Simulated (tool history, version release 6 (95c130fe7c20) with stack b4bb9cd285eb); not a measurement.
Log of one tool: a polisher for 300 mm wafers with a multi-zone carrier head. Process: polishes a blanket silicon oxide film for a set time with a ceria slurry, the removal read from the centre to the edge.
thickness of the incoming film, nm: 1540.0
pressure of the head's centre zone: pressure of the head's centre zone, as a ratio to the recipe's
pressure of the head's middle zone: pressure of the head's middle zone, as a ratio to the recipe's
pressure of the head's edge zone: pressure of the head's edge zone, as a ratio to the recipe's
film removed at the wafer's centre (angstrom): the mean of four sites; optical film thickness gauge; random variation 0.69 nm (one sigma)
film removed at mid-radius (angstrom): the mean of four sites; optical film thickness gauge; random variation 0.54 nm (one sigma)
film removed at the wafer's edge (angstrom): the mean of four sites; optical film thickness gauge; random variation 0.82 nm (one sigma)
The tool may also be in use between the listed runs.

run  hour  flow of slurry (ml/min)  pressure of the head's centre zone  pressure of the head's middle zone  pressure of the head's edge zone  polishing time (s)  film removed at the wafer's centre (angstrom)  film removed at mid-radius (angstrom)  film removed at the wafer's edge (angstrom)
  1     0                      145                                   1                                   1                                 1                  58                                         1980.1                                 1901.3                                       1866.9
  2   2.1                      145                                   1                                1.08                                 1                  58                                         1950.4                                 2036.4                                         1854
  3   6.3                      125                                0.94                                0.99                              0.95                  48                                         1477.5                                 1513.2                                       1476.7
  4   7.2                      115                                0.92                                0.94                              0.93                  41                                         1197.2                                 1208.7                                       1231.7
  5    16                      115                                0.92                                1.01                              0.93                  41                                         1209.1                                 1296.1                                       1220.8
  6    17                      115                                0.92                                1.01                              0.93                  34                                         995.63                                 1062.1                                       1024.7
  7  24.6                      110                                0.92                                0.96                              0.93                  33                                         964.59                                 985.92                                       978.53
  8  26.2                      105                                0.91                                0.92                              0.95                  33                                         924.56                                 942.07                                       965.85

Run 9 comes next. What will it give?
  9  29.6                       85                                0.92                                0.82                                 1                  34                                              ?                                      ?                                            ?

Run 9 gave film removed at the wafer's centre (angstrom) 880.9, film removed at mid-radius (angstrom) 809.1, film removed at the wafer's edge (angstrom) 973.25.

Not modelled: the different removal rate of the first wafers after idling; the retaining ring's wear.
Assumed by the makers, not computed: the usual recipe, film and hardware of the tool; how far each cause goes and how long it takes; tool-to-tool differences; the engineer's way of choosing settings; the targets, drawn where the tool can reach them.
